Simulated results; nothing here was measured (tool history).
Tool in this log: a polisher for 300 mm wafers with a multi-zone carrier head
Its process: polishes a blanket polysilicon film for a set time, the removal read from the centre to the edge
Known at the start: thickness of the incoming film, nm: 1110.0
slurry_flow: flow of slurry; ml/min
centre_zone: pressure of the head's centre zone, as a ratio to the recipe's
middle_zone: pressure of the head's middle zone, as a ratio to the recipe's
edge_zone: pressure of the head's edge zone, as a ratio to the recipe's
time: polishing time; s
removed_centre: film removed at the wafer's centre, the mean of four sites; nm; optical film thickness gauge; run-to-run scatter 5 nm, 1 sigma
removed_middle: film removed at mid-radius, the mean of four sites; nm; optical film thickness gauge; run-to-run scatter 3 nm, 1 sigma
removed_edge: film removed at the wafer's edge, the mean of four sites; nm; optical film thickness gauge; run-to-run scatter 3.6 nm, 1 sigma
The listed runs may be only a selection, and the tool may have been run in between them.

run  hour  slurry_flow  centre_zone  middle_zone  edge_zone  time  removed_centre  removed_middle  removed_edge
  1     0          210            1            1          1    66          437.57          453.46        447.49
  2   8.5          210            1            1          1    76          517.06           520.3        515.74
  3  10.9          210            1         1.04          1    76          504.99          534.79        505.72
  4  15.4          210         1.02         1.05       0.97    70          486.53          504.65        457.03
  5  21.3          210         1.02         1.01       0.97    70          472.22          489.14        469.54
  6  23.4          210         1.02         0.95       0.97    70          484.26          455.04        465.66
  7  27.6          210         1.03         0.96       0.94    65             439          428.88        434.81
  8    32          210         1.06         0.98       0.92    61          425.11          414.31        396.68
  9  37.8          205         1.07         0.99        0.9    58          410.33          393.73        378.58
 10  44.6          205         1.08         1.01       0.89    56          394.35          388.84        355.23

Forecast run 11:
 11    50          200         1.08         1.02       0.88    55               ?               ?             ?

{"run 11": {"removed_centre": 403.52, "removed_middle": 378.87, "removed_edge": 350.78}}
